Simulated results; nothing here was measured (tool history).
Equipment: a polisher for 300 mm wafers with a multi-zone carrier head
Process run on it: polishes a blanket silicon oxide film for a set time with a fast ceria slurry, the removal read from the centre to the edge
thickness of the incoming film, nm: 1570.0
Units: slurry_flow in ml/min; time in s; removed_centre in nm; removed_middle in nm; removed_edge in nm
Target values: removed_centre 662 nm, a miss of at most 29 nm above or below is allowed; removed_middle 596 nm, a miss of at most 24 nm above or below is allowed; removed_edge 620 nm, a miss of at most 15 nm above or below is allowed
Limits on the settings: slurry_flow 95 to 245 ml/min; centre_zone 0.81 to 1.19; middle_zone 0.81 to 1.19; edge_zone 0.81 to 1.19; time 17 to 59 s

| run | hour | slurry_flow | centre_zone | middle_zone | edge_zone | time | removed_centre | removed_middle | removed_edge |
|---|---|---|---|---|---|---|---|---|---|
| 1 | 0 | 155 | 1 | 1 | 1 | 38 | 549.07 | 539.93 | 546.81 |
| 2 | 7.7 | 155 | 1 | 1 | 1 | 45 | 633.41 | 640.26 | 654.2 |
| 3 | 9.3 | 155 | 0.96 | 1 | 1 | 45 | 626.67 | 638.73 | 655.04 |
| 4 | 18 | 155 | 0.96 | 1 | 1 | 49 | 672.49 | 692.36 | 713.63 |
| 5 | 19.4 | 150 | 0.98 | 0.97 | 0.96 | 49 | 685.83 | 679.55 | 683.5 |
| 6 | 23.6 | 150 | 0.9 | 0.97 | 0.96 | 49 | 644.32 | 701.16 | 694.54 |
| 7 | 30.3 | 140 | 0.93 | 0.94 | 0.95 | 49 | 650.08 | 663.35 | 684.14 |
| 8 | 30.9 | 135 | 0.95 | 0.93 | 0.93 | 49 | 669.46 | 654.48 | 660.9 |
| 9 | 32.3 | 130 | 0.96 | 0.92 | 0.93 | 49 | 646 | 638.6 | 666.74 |
| 10 | 33.6 | 125 | 0.98 | 0.91 | 0.91 | 49 | 659.08 | 647.53 | 657.39 |
| 11 | 38.7 | 125 | 0.99 | 0.89 | 0.9 | 49 | 677.34 | 620.62 | 653.77 |

Below are 4 possible settings for the next run. Only one of them brings all results inside the allowed miss of their targets. Which is it?
| A | 43.8 | 125 | 0.93 | 0.99 | 0.9 | 47 | ? | ? | ? |
| B | 43.8 | 150 | 1.05 | 0.91 | 0.93 | 45 | ? | ? | ? |
| C | 43.8 | 120 | 1.04 | 0.86 | 0.93 | 49 | ? | ? | ? |
| D | 43.8 | 115 | 0.99 | 0.99 | 0.82 | 49 | ? | ? | ? |

| move | removed_centre | removed_middle | removed_edge |
|---|---|---|---|
| A | 597.65 | 653.55 | 627.56 |
| B | 646.41 | 616.8 | 623.69 |
| C | 669.93 | 628.89 | 661.62 |
| D | 640.96 | 671.26 | 620.98 |
A: the furthest-off result lands on target, but another misses its tolerance
B: every result lands within tolerance
C: the biggest miss grows against the last run
D: the furthest-off result lands on target, but another misses its tolerance
B is the move that brings every result within its allowed miss.

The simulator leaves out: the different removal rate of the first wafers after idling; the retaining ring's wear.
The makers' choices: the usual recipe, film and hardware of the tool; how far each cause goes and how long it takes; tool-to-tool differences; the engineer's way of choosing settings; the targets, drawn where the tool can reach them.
